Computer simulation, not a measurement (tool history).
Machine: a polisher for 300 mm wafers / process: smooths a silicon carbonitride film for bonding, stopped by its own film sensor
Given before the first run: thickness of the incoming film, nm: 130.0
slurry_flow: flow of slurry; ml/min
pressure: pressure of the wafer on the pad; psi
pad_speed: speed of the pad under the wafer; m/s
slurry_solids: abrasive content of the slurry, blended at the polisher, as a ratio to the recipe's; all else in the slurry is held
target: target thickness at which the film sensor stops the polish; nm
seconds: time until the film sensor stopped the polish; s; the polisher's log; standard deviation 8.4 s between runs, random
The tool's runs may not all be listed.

run  hour  slurry_flow  pressure  pad_speed  slurry_solids  target  seconds
  1     0          250       1.6       0.82              1     102   149.68
  2   6.7          250       1.4       0.82              1     102   176.94
  3  14.3          250       1.3       0.76           0.95     102   202.11
  4  21.7          245       1.2        0.7            0.9     102   233.07
  5  26.4          240       1.1       0.66           0.85     102   275.88
  6    29          240         1       0.62           0.85     102   312.54
  7  35.3          240         1       0.58           0.85     102   330.71
  8  41.7          240         1       0.56           0.85     102    348.2
  9  49.3          240         1       0.54           0.85     102   360.68
 10    58          240         1       0.52           0.85     102   367.54

Run 11 is up next; what results do you expect?
 11  59.8          240         1        0.5           0.85     102        ?

{"run 11": {"seconds": 382.7}}
